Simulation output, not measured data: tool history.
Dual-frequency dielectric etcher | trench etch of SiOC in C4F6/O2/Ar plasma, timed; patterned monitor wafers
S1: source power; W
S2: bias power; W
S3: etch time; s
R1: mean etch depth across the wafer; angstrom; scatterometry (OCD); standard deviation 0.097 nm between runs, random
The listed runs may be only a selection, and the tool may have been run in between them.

{"run": 1, "day": 0.0, "S1": 390, "S2": 139, "S3": 13, "R1": 239.02}
{"run": 2, "day": 0.375, "S1": 390, "S2": 117, "S3": 13, "R1": 226.58}
{"run": 3, "day": 0.583, "S1": 360, "S2": 117, "S3": 13, "R1": 221.72}
{"run": 4, "day": 0.679, "S1": 380, "S2": 121, "S3": 13, "R1": 227.39}
{"run": 5, "day": 0.892, "S1": 400, "S2": 124, "S3": 13, "R1": 232.92}
{"run": 6, "day": 0.95, "S1": 400, "S2": 133, "S3": 13, "R1": 239.34}
{"run": 7, "day": 1.05, "S1": 480, "S2": 144, "S3": 13, "R1": 261.53}

Run 8 has not been measured yet. What should we expect?
{"run": 8, "day": 1.183, "S1": 490, "S2": 145, "S3": 13, "R1": "?"}

{"run 8": {"R1": 263.9}}
